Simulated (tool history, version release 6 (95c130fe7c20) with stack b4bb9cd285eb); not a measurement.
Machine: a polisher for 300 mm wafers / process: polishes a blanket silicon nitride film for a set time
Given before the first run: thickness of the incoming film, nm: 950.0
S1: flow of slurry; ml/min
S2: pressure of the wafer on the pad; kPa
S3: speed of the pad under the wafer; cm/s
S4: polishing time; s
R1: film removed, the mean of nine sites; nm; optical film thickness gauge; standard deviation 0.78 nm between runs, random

| run | hour | S1 | S2 | S3 | S4 | R1 |
|---|---|---|---|---|---|---|
| 1 | 0 | 180 | 21.4 | 82 | 111 | 119.38 |
| 2 | 2.6 | 180 | 20 | 82 | 111 | 112.9 |
| 3 | 11 | 180 | 24.1 | 82 | 111 | 130.88 |
| 4 | 14.2 | 180 | 24.1 | 82 | 111 | 131.75 |
| 5 | 17.4 | 180 | 24.1 | 96 | 111 | 149.65 |
| 6 | 25.9 | 180 | 22.8 | 94 | 111 | 141.43 |
| 7 | 27.9 | 180 | 21.4 | 92 | 111 | 129.98 |
| 8 | 36 | 180 | 20 | 90 | 111 | 119.04 |
| 9 | 36.7 | 180 | 18.6 | 90 | 111 | 113.97 |
| 10 | 45.1 | 180 | 17.9 | 88 | 111 | 107.09 |
| 11 | 53.3 | 180 | 17.2 | 88 | 111 | 105.1 |
| 12 | 55 | 170 | 11 | 82 | 111 | 65.69 |
| 13 | 61.5 | 175 | 11 | 82 | 111 | 66.609 |
|  | 69.8 | slurry nozzle cleaned |
| 14 | 69.8 | 190 | 12.4 | 82 | 111 | 78.09 |
| 15 | 70.5 | 175 | 12.4 | 82 | 111 | 76.362 |

For run 16, what comes out?
| 16 | 75.7 | 170 | 12.4 | 82 | 111 | ? |

R1: 75.988 nm
